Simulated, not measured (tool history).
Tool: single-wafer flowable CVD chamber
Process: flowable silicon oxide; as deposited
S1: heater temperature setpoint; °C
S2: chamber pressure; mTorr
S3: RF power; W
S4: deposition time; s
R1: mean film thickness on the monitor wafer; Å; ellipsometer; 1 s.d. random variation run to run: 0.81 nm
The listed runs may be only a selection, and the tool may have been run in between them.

Run 1, hour 0: S1 105 °C, S2 735 mTorr, S3 1505 W, S4 691 s. Result: R1 3178.8 Å.
Run 2, hour 3.2: S1 97 °C, S2 735 mTorr, S3 1505 W, S4 691 s. Result: R1 4292.4 Å.
Run 3, hour 10.1: S1 99 °C, S2 735 mTorr, S3 1505 W, S4 691 s. Result: R1 3976.4 Å.
Run 4, hour 11.8: S1 107 °C, S2 735 mTorr, S3 1505 W, S4 691 s. Result: R1 2941.5 Å.
Run 5, hour 18.7: S1 109 °C, S2 735 mTorr, S3 1505 W, S4 691 s. Result: R1 2741.2 Å.
Run 6, hour 25.8: S1 109 °C, S2 861 mTorr, S3 1505 W, S4 691 s. Result: R1 3186.4 Å.

Run 7, settings as shown, results not yet in. Your forecast:
Run 7, hour 34.6: S1 110 °C, S2 861 mTorr, S3 1505 W, S4 691 s. Result: R1 ?.

R1: 3093.1 Å

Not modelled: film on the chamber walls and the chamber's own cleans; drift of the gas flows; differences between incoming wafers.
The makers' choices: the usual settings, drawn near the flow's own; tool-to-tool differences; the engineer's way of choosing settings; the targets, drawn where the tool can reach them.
